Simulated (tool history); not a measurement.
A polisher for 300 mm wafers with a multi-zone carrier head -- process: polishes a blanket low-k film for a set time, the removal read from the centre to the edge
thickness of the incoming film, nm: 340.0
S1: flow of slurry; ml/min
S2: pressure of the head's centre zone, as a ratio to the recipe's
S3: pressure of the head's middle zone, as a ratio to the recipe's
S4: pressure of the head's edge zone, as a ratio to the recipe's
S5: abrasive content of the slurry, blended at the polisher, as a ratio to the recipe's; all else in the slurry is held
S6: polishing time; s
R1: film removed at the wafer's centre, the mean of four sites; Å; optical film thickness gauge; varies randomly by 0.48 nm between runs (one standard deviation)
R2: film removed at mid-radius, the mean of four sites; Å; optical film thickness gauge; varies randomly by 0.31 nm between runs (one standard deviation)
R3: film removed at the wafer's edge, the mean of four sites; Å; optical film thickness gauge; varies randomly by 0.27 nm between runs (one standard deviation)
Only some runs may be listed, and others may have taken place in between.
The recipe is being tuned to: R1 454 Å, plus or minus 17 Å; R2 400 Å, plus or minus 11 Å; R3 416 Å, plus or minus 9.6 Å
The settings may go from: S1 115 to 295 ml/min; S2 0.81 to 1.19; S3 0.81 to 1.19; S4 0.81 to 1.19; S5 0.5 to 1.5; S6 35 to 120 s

| run | hour | S1 | S2 | S3 | S4 | S5 | S6 | R1 | R2 | R3 |
|---|---|---|---|---|---|---|---|---|---|---|
| 1 | 0 | 190 | 1 | 1 | 1 | 1 | 77 | 321.72 | 324.76 | 320.38 |
| 2 | 7.6 | 200 | 1.02 | 1 | 1.03 | 1.05 | 77 | 329.56 | 329.11 | 331.17 |
| 3 | 11.6 | 205 | 1.05 | 1 | 1.04 | 1.15 | 77 | 355.2 | 353.34 | 352.89 |
| 4 | 18.7 | 205 | 1.12 | 1 | 1.04 | 1.15 | 77 | 384.82 | 349.12 | 346.38 |
| 5 | 27.1 | 205 | 1.12 | 1 | 1.04 | 1.3 | 77 | 402.7 | 367.44 | 367.3 |
| 6 | 35.9 | 205 | 1.12 | 1.06 | 1.04 | 1.3 | 77 | 404.08 | 383.03 | 367.32 |
| 7 | 37.3 | 215 | 1.13 | 1.05 | 1.06 | 1.3 | 77 | 410.5 | 384.27 | 373.64 |
|  | 44.9 | edge zone pressure recalibrated |
| 8 | 44.9 | 225 | 1.14 | 1.04 | 1.08 | 1.3 | 77 | 415.05 | 376.03 | 393.8 |
| 9 | 47.5 | 230 | 1.15 | 1.05 | 1.08 | 1.3 | 77 | 412.18 | 382.41 | 390.13 |

Pick the move, out of 5, that brings all results within their allowed miss; only one does.
| A | 50.1 | 255 | 1.04 | 0.9 | 1.08 | 1.3 | 78 | ? | ? | ? |
| B | 50.1 | 230 | 0.97 | 1.1 | 1 | 1.25 | 78 | ? | ? | ? |
| C | 50.1 | 295 | 1.07 | 0.99 | 1.18 | 1.1 | 74 | ? | ? | ? |
| D | 50.1 | 295 | 0.96 | 1.19 | 1.12 | 1.45 | 69 | ? | ? | ? |
| E | 50.1 | 210 | 1.17 | 0.99 | 1.06 | 1.2 | 87 | ? | ? | ? |

| move | R1 | R2 | R3 |
|---|---|---|---|
| A | 390.89 | 358.3 | 402.73 |
| B | 358.78 | 401.37 | 377.27 |
| C | 359.98 | 343.46 | 376.45 |
| D | 344.16 | 409.83 | 381.76 |
| E | 453.36 | 402.99 | 422.42 |
A: lands further from the targets than the last run did
B: lands further from the targets than the last run did
C: lands further from the targets than the last run did
D: lands further from the targets than the last run did
E: meets every target
Go with E: it meets all targets.

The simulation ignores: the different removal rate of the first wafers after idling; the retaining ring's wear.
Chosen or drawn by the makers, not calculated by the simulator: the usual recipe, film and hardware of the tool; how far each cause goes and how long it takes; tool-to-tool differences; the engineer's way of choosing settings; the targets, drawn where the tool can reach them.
